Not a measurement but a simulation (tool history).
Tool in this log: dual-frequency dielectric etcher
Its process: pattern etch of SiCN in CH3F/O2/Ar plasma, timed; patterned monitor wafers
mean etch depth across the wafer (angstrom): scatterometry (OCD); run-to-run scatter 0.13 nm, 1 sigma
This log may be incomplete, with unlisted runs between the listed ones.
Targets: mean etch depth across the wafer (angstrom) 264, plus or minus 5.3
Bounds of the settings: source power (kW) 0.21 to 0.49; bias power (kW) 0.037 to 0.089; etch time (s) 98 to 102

run	hour	source power (kW)	bias power (kW)	etch time (s)	mean etch depth across the wafer (angstrom)
1	0	0.35	0.063	98	334.26
2	2.3	0.35	0.063	102	349.32
3	6.4	0.31	0.056	101	311.62
4	9.6	0.28	0.054	101	290.55
5	14.3	0.33	0.054	101	319.31
6	22.3	0.3	0.053	101	300.57
7	26.3	0.28	0.052	101	289.91
8	30.7	0.26	0.052	101	271.15

Next run, 4 choices. One meets every target within its allowed miss, the rest don't. Which?
A	35.1	0.26	0.053	101.5	?
B	35.1	0.26	0.054	102	?
C	35.1	0.26	0.053	98	?
D	35.1	0.27	0.059	100	?

move	mean etch depth across the wafer (angstrom)
A	275.87
B	278.42
C	266.36
D	285.92
A: moves away from the targets compared with the last run
B: moves away from the targets compared with the last run
C: every result lands within tolerance
D: moves away from the targets compared with the last run
C is the move that brings every result within its allowed miss.
